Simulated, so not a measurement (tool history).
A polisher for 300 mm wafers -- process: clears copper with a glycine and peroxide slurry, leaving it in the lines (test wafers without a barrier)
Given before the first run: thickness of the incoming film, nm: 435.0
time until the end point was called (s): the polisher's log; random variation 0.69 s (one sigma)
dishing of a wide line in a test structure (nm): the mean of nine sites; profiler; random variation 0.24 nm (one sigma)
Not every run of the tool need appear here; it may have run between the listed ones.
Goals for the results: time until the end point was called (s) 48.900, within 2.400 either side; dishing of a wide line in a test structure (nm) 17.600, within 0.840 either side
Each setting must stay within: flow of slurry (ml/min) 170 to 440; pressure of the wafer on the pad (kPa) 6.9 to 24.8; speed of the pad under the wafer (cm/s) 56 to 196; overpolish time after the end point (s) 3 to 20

run,day,flow of slurry (ml/min),pressure of the wafer on the pad (kPa),speed of the pad under the wafer (cm/s),overpolish time after the end point (s),time until the end point was called (s),dishing of a wide line in a test structure (nm)
1,0.000,280,15.9,126,10,61.819,40.735
2,0.046,280,15.9,144,10,58.359,44.590
3,0.146,225,15.9,144,10,57.136,42.727
4,0.496,215,17.2,130,9,61.500,38.462
5,0.871,210,15.9,140,8,61.280,35.390
6,1.204,205,14.5,150,7,61.668,30.432
7,1.362,200,13.8,158,6,61.445,27.183
8,1.675,195,13.1,164,6,60.349,26.948
9,1.804,190,12.4,170,6,61.880,26.565
10,2.012,185,12.4,174,6,60.270,26.917
11,2.204,185,12.4,178,6,60.691,27.374
12,2.450,205,11.7,180,6,60.883,26.804
13,2.783,200,11.7,182,6,59.923,27.592
14,2.971,195,11.7,184,6,58.643,27.097
15,3.267,190,11.7,186,6,59.509,26.767
16,3.512,185,11.7,188,6,58.496,27.784
17,3.875,210,11.7,190,6,57.899,28.629
18,3.983,205,11.7,190,6,57.807,27.910
19,4.333,200,11.7,190,6,58.116,27.921
20,4.412,280,9.0,196,3,62.520,13.366
21,4.733,285,9.7,196,3,59.354,14.356

Exercise: of the 5 proposed moves below, exactly one satisfies all targets within the stated allowed misses. Which move is it?
A,5.054,315,13.1,196,3,?,?
B,5.054,345,13.1,178,3,?,?
C,5.054,245,7.6,180,3,?,?
D,5.054,255,6.9,164,5,?,?
E,5.054,225,11.7,192,3,?,?

move,time until the end point was called (s),dishing of a wide line in a test structure (nm)
A,49.604,17.433
B,53.472,16.273
C,76.029,11.638
D,85.530,16.828
E,56.408,15.455
A: all results in spec
B: gains on the last run, yet a result remains outside its allowed miss
C: misses by more than the last run did
D: misses by more than the last run did
E: gains on the last run, yet a result remains outside its allowed miss
So the answer is move A, the one that meets all the targets.

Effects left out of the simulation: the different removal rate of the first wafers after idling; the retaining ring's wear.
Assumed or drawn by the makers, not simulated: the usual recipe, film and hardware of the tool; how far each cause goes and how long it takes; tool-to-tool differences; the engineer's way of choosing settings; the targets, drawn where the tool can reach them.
